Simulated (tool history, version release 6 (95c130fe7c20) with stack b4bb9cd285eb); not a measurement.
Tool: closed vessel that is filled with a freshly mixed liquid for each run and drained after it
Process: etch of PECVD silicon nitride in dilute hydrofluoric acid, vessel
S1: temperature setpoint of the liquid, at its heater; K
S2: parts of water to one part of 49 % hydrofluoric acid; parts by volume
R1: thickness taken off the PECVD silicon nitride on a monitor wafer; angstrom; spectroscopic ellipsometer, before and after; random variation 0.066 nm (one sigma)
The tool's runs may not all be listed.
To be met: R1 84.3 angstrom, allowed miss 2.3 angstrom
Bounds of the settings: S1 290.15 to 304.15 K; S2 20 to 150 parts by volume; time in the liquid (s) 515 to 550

{"run": 1, "hour": 0.0, "S1": 296.15, "S2": 85, "time in the liquid (s)": 515, "R1": 119.7}
{"run": 2, "hour": 4.5, "S1": 296.15, "S2": 85, "time in the liquid (s)": 550, "R1": 128.15}
{"run": 3, "hour": 7.8, "S1": 296.15, "S2": 85, "time in the liquid (s)": 550, "R1": 130.14}
{"run": 4, "hour": 15.3, "S1": 299.65, "S2": 85, "time in the liquid (s)": 550, "R1": 160.38}
{"run": 5, "hour": 22.7, "S1": 299.65, "S2": 55, "time in the liquid (s)": 550, "R1": 252.66}
{"run": 6, "hour": 31.5, "S1": 302.15, "S2": 55, "time in the liquid (s)": 550, "R1": 295.49}
{"run": 7, "hour": 37.9, "S1": 298.65, "S2": 65, "time in the liquid (s)": 550, "R1": 197.57}
{"run": 8, "hour": 45.6, "S1": 296.15, "S2": 70, "time in the liquid (s)": 550, "R1": 155.04}
{"run": 9, "hour": 50.5, "S1": 294.15, "S2": 75, "time in the liquid (s)": 550, "R1": 127.27}
{"run": 10, "hour": 54.2, "S1": 293.15, "S2": 80, "time in the liquid (s)": 550, "R1": 111.74}
{"run": 11, "hour": 62.8, "S1": 292.15, "S2": 80, "time in the liquid (s)": 550, "R1": 104.93}
{"run": 12, "hour": 66.7, "S1": 291.65, "S2": 80, "time in the liquid (s)": 550, "R1": 100.66}
{"run": 13, "hour": 72.9, "S1": 291.15, "S2": 80, "time in the liquid (s)": 550, "R1": 98.299}
{"run": 14, "hour": 76.7, "S1": 290.65, "S2": 80, "time in the liquid (s)": 550, "R1": 95.013}

4 next moves are on the table. One of them brings every result within its allowed miss. Which?
{"run": "A", "hour": 80.5, "S1": 291.15, "S2": 70, "time in the liquid (s)": 530, "R1": "?"}
{"run": "B", "hour": 80.5, "S1": 290.15, "S2": 65, "time in the liquid (s)": 520, "R1": "?"}
{"run": "C", "hour": 80.5, "S1": 292.65, "S2": 100, "time in the liquid (s)": 530, "R1": "?"}
{"run": "D", "hour": 80.5, "S1": 290.15, "S2": 60, "time in the liquid (s)": 535, "R1": "?"}

move=A R1=107.04
move=B R1=105.21
move=C R1=83.905
move=D R1=116.98
A: further off than the last run
B: further off than the last run
C: meets every target
D: further off than the last run
Answer: C
